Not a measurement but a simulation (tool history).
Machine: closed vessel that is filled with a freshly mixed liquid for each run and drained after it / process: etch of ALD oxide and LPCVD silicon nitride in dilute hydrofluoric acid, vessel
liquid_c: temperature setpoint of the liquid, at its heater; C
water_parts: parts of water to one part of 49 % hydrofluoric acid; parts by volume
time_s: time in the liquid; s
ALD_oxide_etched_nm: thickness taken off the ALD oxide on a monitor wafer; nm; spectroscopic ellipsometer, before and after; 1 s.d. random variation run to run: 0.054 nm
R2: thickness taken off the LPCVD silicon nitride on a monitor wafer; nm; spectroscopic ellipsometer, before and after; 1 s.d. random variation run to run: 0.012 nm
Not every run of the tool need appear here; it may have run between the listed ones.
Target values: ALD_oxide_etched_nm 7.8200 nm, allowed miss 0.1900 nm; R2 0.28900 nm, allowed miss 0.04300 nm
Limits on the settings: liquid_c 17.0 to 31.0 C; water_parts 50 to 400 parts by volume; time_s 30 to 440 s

run 1 hour=0.0 | liquid_c=23.0 water_parts=225 time_s=225 | ALD_oxide_etched_nm=12.8150 R2=0.47679
run 2 hour=6.1 | liquid_c=23.0 water_parts=225 time_s=170 | ALD_oxide_etched_nm=9.8761 R2=0.34828
run 3 hour=13.8 | liquid_c=25.5 water_parts=225 time_s=170 | ALD_oxide_etched_nm=10.6910 R2=0.46566
run 4 hour=21.1 | liquid_c=25.5 water_parts=225 time_s=120 | ALD_oxide_etched_nm=7.4758 R2=0.27926
run 5 hour=26.3 | liquid_c=25.5 water_parts=155 time_s=120 | ALD_oxide_etched_nm=11.9110 R2=0.44709
run 6 hour=30.5 | liquid_c=27.5 water_parts=155 time_s=120 | ALD_oxide_etched_nm=12.6440 R2=0.45391
run 7 hour=32.6 | liquid_c=25.0 water_parts=165 time_s=120 | ALD_oxide_etched_nm=10.7010 R2=0.39551
run 8 hour=36.2 | liquid_c=23.5 water_parts=170 time_s=120 | ALD_oxide_etched_nm=9.8813 R2=0.37079
run 9 hour=39.6 | liquid_c=22.0 water_parts=170 time_s=120 | ALD_oxide_etched_nm=9.2299 R2=0.34535
run 10 hour=42.6 | liquid_c=22.0 water_parts=170 time_s=120 | ALD_oxide_etched_nm=9.3494 R2=0.32994
run 11 hour=48.3 | liquid_c=21.0 water_parts=175 time_s=120 | ALD_oxide_etched_nm=8.6975 R2=0.28632
run 12 hour=52.9 | liquid_c=21.0 water_parts=180 time_s=120 | ALD_oxide_etched_nm=8.4065 R2=0.26465

Exactly one of the 5 candidate moves below puts every result within its allowed miss. Which one?
run A hour=57.5 | liquid_c=20.5 water_parts=280 time_s=195 | ALD_oxide_etched_nm=? R2=?
run B hour=57.5 | liquid_c=20.0 water_parts=160 time_s=120 | ALD_oxide_etched_nm=? R2=?
run C hour=57.5 | liquid_c=17.0 water_parts=140 time_s=115 | ALD_oxide_etched_nm=? R2=?
run D hour=57.5 | liquid_c=20.0 water_parts=220 time_s=160 | ALD_oxide_etched_nm=? R2=?
run E hour=57.5 | liquid_c=19.0 water_parts=175 time_s=140 | ALD_oxide_etched_nm=? R2=?

move=A ALD_oxide_etched_nm=7.7861 R2=0.27713
move=B ALD_oxide_etched_nm=9.2412 R2=0.28437
move=C ALD_oxide_etched_nm=9.1483 R2=0.25316
move=D ALD_oxide_etched_nm=8.4427 R2=0.27822
move=E ALD_oxide_etched_nm=9.3328 R2=0.28450
A: every result within its allowed miss
B: misses by more than the last run did
C: misses by more than the last run did
D: misses by more than the last run did
E: misses by more than the last run did
The move that meets every target is A.

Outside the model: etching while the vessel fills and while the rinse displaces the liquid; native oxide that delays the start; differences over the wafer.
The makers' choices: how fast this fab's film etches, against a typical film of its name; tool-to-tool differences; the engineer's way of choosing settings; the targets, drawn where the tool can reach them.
